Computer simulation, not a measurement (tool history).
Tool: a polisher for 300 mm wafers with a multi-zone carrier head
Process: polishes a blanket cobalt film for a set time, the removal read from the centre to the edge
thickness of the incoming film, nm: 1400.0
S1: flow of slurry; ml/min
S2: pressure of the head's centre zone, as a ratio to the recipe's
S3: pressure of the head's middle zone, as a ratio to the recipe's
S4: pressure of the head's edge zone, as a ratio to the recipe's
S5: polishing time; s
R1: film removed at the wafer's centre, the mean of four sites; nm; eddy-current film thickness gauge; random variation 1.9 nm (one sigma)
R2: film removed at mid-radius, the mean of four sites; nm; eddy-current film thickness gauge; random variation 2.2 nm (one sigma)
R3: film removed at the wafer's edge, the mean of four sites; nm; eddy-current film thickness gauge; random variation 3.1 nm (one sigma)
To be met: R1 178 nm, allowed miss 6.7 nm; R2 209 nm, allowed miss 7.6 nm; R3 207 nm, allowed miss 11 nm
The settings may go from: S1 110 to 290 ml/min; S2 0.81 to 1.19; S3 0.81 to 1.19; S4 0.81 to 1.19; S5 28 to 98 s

{"run": 1, "hour": 0.0, "S1": 185, "S2": 1, "S3": 1, "S4": 1, "S5": 63, "R1": 171.94, "R2": 164.89, "R3": 177.16}
{"run": 2, "hour": 3.8, "S1": 185, "S2": 1, "S3": 1, "S4": 1, "S5": 72, "R1": 198.86, "R2": 195.94, "R3": 195.12}
{"run": 3, "hour": 11.6, "S1": 185, "S2": 1, "S3": 0.92, "S4": 1, "S5": 72, "R1": 198.83, "R2": 182.33, "R3": 198.5}
{"run": 4, "hour": 13.4, "S1": 185, "S2": 1.07, "S3": 0.92, "S4": 1, "S5": 72, "R1": 208.19, "R2": 179.09, "R3": 195.56}
{"run": 5, "hour": 20.6, "S1": 185, "S2": 1.02, "S3": 0.95, "S4": 1.01, "S5": 72, "R1": 198.38, "R2": 187.18, "R3": 196.3}
{"run": 6, "hour": 23.2, "S1": 185, "S2": 1.02, "S3": 0.95, "S4": 1.01, "S5": 85, "R1": 237.78, "R2": 217.8, "R3": 238.18}
{"run": 7, "hour": 26.8, "S1": 155, "S2": 0.92, "S3": 1, "S4": 0.91, "S5": 79, "R1": 189.62, "R2": 204.9, "R3": 201.24}
{"run": 8, "hour": 28.4, "S1": 150, "S2": 0.91, "S3": 1, "S4": 0.92, "S5": 79, "R1": 189.49, "R2": 205.38, "R3": 199.22}

Which of these 5 next moves meets every target?
{"run": "A", "hour": 30.0, "S1": 165, "S2": 0.97, "S3": 0.96, "S4": 0.94, "S5": 78, "R1": "?", "R2": "?", "R3": "?"}
{"run": "B", "hour": 30.0, "S1": 190, "S2": 0.99, "S3": 1.18, "S4": 0.85, "S5": 72, "R1": "?", "R2": "?", "R3": "?"}
{"run": "C", "hour": 30.0, "S1": 175, "S2": 1.02, "S3": 0.93, "S4": 0.92, "S5": 77, "R1": "?", "R2": "?", "R3": "?"}
{"run": "D", "hour": 30.0, "S1": 110, "S2": 0.91, "S3": 0.99, "S4": 0.89, "S5": 86, "R1": "?", "R2": "?", "R3": "?"}
{"run": "E", "hour": 30.0, "S1": 150, "S2": 0.88, "S3": 1.05, "S4": 1, "S5": 78, "R1": "?", "R2": "?", "R3": "?"}

move=A R1=201.37 R2=202.96 R3=197.87
move=B R1=194.31 R2=227.82 R3=176.46
move=C R1=211.08 R2=196.72 R3=194.67
move=D R1=192.71 R2=214.6 R3=202.54
move=E R1=179.7 R2=215.86 R3=201.41
A: further off than the last run
B: further off than the last run
C: further off than the last run
D: further off than the last run
E: meets every target
Answer: E
